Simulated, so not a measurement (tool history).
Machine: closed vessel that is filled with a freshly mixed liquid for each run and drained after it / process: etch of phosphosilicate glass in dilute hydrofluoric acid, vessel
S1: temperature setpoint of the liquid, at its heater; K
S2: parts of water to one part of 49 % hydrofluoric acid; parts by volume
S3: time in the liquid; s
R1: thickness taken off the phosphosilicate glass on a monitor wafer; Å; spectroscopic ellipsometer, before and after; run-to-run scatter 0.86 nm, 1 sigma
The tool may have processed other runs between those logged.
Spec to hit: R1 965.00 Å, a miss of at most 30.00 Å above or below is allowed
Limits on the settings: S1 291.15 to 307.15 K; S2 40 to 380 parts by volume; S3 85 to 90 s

run	hour	S1	S2	S3	R1
1	0.0	299.15	210	85	437.04
2	7.6	299.15	210	85	437.44
3	8.7	301.65	180	85	580.60
4	16.4	303.15	160	85	700.19
5	22.5	304.65	150	85	800.96
6	28.2	304.65	150	85	792.27
7	34.6	307.15	125	85	1087.40
8	40.8	306.65	125	85	1062.70
9	48.1	306.15	125	85	1045.00

Exactly one of the 4 candidate moves below puts every result within its allowed miss. Which one?
A	55.4	304.15	140	90	?
B	55.4	306.65	135	85	?
C	55.4	304.65	110	85	?
D	55.4	305.65	140	85	?

move	R1
A	909.04
B	979.80
C	1160.30
D	905.63
A: moves the result that the last run missed by most past its target, out the other side
B: meets every target
C: moves away from the targets compared with the last run
D: moves the result that the last run missed by most past its target, out the other side
Answer: B
